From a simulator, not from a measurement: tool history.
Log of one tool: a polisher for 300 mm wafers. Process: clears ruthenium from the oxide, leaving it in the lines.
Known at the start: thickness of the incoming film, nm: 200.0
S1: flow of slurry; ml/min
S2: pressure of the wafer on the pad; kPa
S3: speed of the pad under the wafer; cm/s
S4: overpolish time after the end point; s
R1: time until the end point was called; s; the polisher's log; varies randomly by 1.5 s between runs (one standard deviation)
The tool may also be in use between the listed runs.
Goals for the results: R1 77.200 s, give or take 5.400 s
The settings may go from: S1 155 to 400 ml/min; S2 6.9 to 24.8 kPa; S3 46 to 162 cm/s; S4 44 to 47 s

{"run": 1, "hour": 0.0, "S1": 255, "S2": 15.9, "S3": 104, "S4": 44, "R1": 129.27}
{"run": 2, "hour": 1.5, "S1": 215, "S2": 15.9, "S3": 104, "S4": 44, "R1": 131.3}
{"run": 3, "hour": 4.1, "S1": 215, "S2": 16.5, "S3": 104, "S4": 44, "R1": 127.32}
{"run": 4, "hour": 5.5, "S1": 215, "S2": 16.5, "S3": 122, "S4": 44, "R1": 116.92}
{"run": 5, "hour": 13.1, "S1": 215, "S2": 19.3, "S3": 122, "S4": 44, "R1": 102.44}
{"run": 6, "hour": 19.0, "S1": 215, "S2": 19.3, "S3": 98, "S4": 44, "R1": 115.04}
{"run": 7, "hour": 22.0, "S1": 215, "S2": 20.0, "S3": 100, "S4": 44, "R1": 110.78}
{"run": 8, "hour": 29.2, "S1": 215, "S2": 20.7, "S3": 102, "S4": 44, "R1": 106.92}
{"run": 9, "hour": 38.0, "S1": 215, "S2": 21.4, "S3": 104, "S4": 44, "R1": 102.68}
{"run": 10, "hour": 45.0, "S1": 215, "S2": 22.1, "S3": 106, "S4": 44, "R1": 95.359}
{"run": 11, "hour": 49.9, "S1": 215, "S2": 22.1, "S3": 108, "S4": 44, "R1": 94.453}
{"hour": 54.9, "done": "worn pad replaced by a new one"}
{"run": 12, "hour": 54.9, "S1": 215, "S2": 22.1, "S3": 108, "S4": 44, "R1": 84.593}

Which single option among these 4 for the next run brings every result within its allowed miss of target? Just one does.
{"run": "A", "hour": 59.9, "S1": 330, "S2": 24.1, "S3": 102, "S4": 44, "R1": "?"}
{"run": "B", "hour": 59.9, "S1": 235, "S2": 23.4, "S3": 98, "S4": 47, "R1": "?"}
{"run": "C", "hour": 59.9, "S1": 190, "S2": 22.1, "S3": 102, "S4": 46, "R1": "?"}
{"run": "D", "hour": 59.9, "S1": 260, "S2": 23.4, "S3": 132, "S4": 47, "R1": "?"}

move=A R1=77.502
move=B R1=84.794
move=C R1=90.346
move=D R1=68.345
A: all results in spec
B: just as far off the targets as the last run
C: lands further from the targets than the last run did
D: moves the result that the last run missed by most past its target, out the other side
A is the move that brings every result within its allowed miss.

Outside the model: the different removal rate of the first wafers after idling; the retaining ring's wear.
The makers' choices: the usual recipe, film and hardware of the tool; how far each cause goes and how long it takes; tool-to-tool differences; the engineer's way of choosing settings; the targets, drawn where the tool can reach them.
